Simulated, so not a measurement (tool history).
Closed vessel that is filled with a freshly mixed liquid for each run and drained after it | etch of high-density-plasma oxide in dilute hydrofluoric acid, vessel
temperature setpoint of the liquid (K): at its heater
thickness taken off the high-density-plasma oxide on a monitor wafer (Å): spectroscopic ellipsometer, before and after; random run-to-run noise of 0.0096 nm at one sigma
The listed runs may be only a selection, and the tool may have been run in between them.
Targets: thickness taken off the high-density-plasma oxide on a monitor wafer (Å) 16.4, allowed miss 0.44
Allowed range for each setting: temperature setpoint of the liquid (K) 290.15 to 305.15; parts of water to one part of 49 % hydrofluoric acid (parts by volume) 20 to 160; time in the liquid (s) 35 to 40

| run | hour | temperature setpoint of the liquid (K) | parts of water to one part of 49 % hydrofluoric acid (parts by volume) | time in the liquid (s) | thickness taken off the high-density-plasma oxide on a monitor wafer (Å) |
|---|---|---|---|---|---|
| 1 | 0 | 297.15 | 90 | 40 | 23.255 |
| 2 | 6 | 297.15 | 90 | 35 | 20.858 |
| 3 | 10.5 | 297.15 | 60 | 35 | 31.898 |
| 4 | 12.8 | 297.15 | 90 | 35 | 20.647 |
| 5 | 13.8 | 296.65 | 90 | 35 | 20.216 |
| 6 | 21.9 | 295.15 | 90 | 35 | 19.018 |
| 7 | 22.9 | 294.65 | 90 | 35 | 18.62 |
| 8 | 25.4 | 294.15 | 90 | 35 | 18.311 |
| 9 | 32.2 | 293.65 | 90 | 35 | 17.956 |
| 10 | 37.7 | 293.65 | 90 | 35 | 17.916 |
| 11 | 46.4 | 293.15 | 90 | 35 | 17.482 |

Which of these 4 next moves meets every target?
| A | 55.1 | 294.15 | 95 | 35 | ? |
| B | 55.1 | 295.65 | 90 | 35 | ? |
| C | 55.1 | 294.65 | 100 | 40 | ? |
| D | 55.1 | 298.15 | 115 | 35 | ? |

| move | thickness taken off the high-density-plasma oxide on a monitor wafer (Å) |
|---|---|
| A | 17.324 |
| B | 19.55 |
| C | 19.085 |
| D | 16.388 |
A: nearer the targets than the last run, but a result is still out of spec
B: moves away from the targets compared with the last run
C: moves away from the targets compared with the last run
D: in spec on every target
D meets every target.

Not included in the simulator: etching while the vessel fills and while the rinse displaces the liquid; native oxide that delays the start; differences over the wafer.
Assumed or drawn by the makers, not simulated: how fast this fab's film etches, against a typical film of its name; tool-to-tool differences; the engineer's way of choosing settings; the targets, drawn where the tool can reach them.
